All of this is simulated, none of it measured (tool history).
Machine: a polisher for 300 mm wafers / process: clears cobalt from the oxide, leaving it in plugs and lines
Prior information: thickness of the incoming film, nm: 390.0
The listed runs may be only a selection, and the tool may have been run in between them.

run,hour,flow of slurry (ml/min),pressure of the wafer on the pad (kPa),speed of the pad under the wafer (m/s),overpolish time after the end point (s),time until the end point was called (s),dishing of a wide line in a test structure (angstrom)
1,0,245,16.5,1.12,12,54.452,452.31
2,5.5,245,16.5,0.88,12,64.939,424.49
3,7.5,245,16.5,0.88,10,63.966,372.83
4,12,240,17.2,0.9,9,59.61,367.6
5,13.6,240,15.2,0.9,9,69.082,328.31
6,20.5,230,15.2,0.98,8,65.041,320.48
7,29.2,220,15.2,1.06,8,60.13,332.07

Run 8, settings as shown, results not yet in. Your forecast:
8,30.2,210,15.2,1.14,8,?,?

time until the end point was called (s): 58.103
dishing of a wide line in a test structure (angstrom): 338.68
